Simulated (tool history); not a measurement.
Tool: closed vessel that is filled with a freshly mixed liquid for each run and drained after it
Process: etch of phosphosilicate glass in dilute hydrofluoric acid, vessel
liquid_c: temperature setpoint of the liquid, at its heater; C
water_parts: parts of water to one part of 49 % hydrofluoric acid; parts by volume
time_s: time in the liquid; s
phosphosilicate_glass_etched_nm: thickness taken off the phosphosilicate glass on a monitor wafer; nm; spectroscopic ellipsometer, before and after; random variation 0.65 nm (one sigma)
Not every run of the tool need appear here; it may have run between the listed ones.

| run | hour | liquid_c | water_parts | time_s | phosphosilicate_glass_etched_nm |
|---|---|---|---|---|---|
| 1 | 0 | 21 | 235 | 30 | 23.275 |
| 2 | 7.7 | 22.5 | 200 | 30 | 29.86 |
| 3 | 14.1 | 23.5 | 170 | 30 | 37.503 |
| 4 | 19.7 | 24.5 | 150 | 30 | 45.028 |
| 5 | 28.3 | 25.5 | 135 | 30 | 52.632 |
| 6 | 30.6 | 25.5 | 195 | 30 | 34.319 |
| 7 | 37.9 | 26 | 170 | 30 | 40.77 |
| 8 | 46.1 | 26.5 | 150 | 30 | 48.477 |
| 9 | 53 | 27 | 135 | 30 | 56.434 |
| 10 | 57.4 | 29 | 65 | 30 | 137.67 |
| 11 | 62.8 | 27.5 | 65 | 30 | 129.64 |
| 12 | 72 | 25.5 | 65 | 30 | 120.25 |
| 13 | 75 | 21.5 | 70 | 30 | 93.462 |

For run 14, what comes out?
| 14 | 76.2 | 21 | 70 | 30 | ? |

phosphosilicate_glass_etched_nm: 92.715 nm

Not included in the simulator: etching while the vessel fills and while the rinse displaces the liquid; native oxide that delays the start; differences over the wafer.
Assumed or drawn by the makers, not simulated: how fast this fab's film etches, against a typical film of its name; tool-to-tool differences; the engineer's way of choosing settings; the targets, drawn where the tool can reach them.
